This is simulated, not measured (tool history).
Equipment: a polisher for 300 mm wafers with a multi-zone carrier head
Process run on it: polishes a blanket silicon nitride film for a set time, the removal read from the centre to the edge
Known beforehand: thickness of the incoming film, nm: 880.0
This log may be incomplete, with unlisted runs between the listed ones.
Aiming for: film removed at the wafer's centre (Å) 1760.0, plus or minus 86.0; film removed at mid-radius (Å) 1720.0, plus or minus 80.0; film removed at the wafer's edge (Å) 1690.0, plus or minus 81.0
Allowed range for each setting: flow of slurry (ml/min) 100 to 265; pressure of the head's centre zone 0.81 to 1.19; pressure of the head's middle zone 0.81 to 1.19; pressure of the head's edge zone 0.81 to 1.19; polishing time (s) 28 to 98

| run | hour | flow of slurry (ml/min) | pressure of the head's centre zone | pressure of the head's middle zone | pressure of the head's edge zone | polishing time (s) | film removed at the wafer's centre (Å) | film removed at mid-radius (Å) | film removed at the wafer's edge (Å) |
|---|---|---|---|---|---|---|---|---|---|
| 1 | 0.0 | 170 | 1.00 | 1.00 | 1.00 | 63 | 1222.8 | 1231.5 | 1230.1 |
| 2 | 0.6 | 150 | 1.00 | 1.00 | 1.00 | 63 | 1188.3 | 1242.1 | 1207.4 |
| 3 | 3.3 | 150 | 1.00 | 1.00 | 1.00 | 52 | 1003.2 | 1004.3 | 1011.0 |
| 4 | 5.1 | 155 | 1.02 | 1.01 | 1.02 | 56 | 1086.2 | 1109.1 | 1093.4 |
| 5 | 9.0 | 165 | 1.04 | 1.01 | 1.04 | 60 | 1243.6 | 1199.3 | 1204.7 |
| 6 | 15.0 | 165 | 1.00 | 1.01 | 1.04 | 60 | 1185.3 | 1208.4 | 1164.3 |
| 7 | 23.5 | 165 | 1.00 | 1.01 | 1.04 | 60 | 1195.4 | 1192.8 | 1199.4 |
| 8 | 26.5 | 170 | 1.00 | 1.02 | 1.06 | 63 | 1266.0 | 1270.0 | 1259.5 |
| 9 | 33.6 | 170 | 1.01 | 1.02 | 1.07 | 66 | 1295.8 | 1322.4 | 1316.9 |
| 10 | 42.1 | 210 | 1.11 | 1.04 | 1.09 | 83 | 1867.9 | 1735.6 | 1725.3 |
| 11 | 42.8 | 210 | 1.10 | 1.04 | 1.09 | 83 | 1864.2 | 1764.1 | 1727.1 |

5 candidate next runs follow, results not yet known. Just one meets every target within its allowed miss. Identify it.
| A | 43.5 | 245 | 1.19 | 0.89 | 1.13 | 79 | ? | ? | ? |
| B | 43.5 | 235 | 1.08 | 1.07 | 1.14 | 80 | ? | ? | ? |
| C | 43.5 | 235 | 1.14 | 1.04 | 1.14 | 88 | ? | ? | ? |
| D | 43.5 | 220 | 1.12 | 1.07 | 1.18 | 88 | ? | ? | ? |
| E | 43.5 | 175 | 0.90 | 0.81 | 1.19 | 88 | ? | ? | ? |

| move | film removed at the wafer's centre (Å) | film removed at mid-radius (Å) | film removed at the wafer's edge (Å) |
|---|---|---|---|
| A | 1972.3 | 1498.6 | 1698.9 |
| B | 1804.2 | 1728.4 | 1718.7 |
| C | 2095.3 | 1860.9 | 1891.2 |
| D | 2041.4 | 1886.4 | 1913.8 |
| E | 1582.9 | 1502.3 | 1887.4 |
A: the biggest miss grows against the last run
B: every result within its allowed miss
C: the biggest miss grows against the last run
D: the biggest miss grows against the last run
E: moves the result that the last run missed by most past its target, out the other side
B meets every target.

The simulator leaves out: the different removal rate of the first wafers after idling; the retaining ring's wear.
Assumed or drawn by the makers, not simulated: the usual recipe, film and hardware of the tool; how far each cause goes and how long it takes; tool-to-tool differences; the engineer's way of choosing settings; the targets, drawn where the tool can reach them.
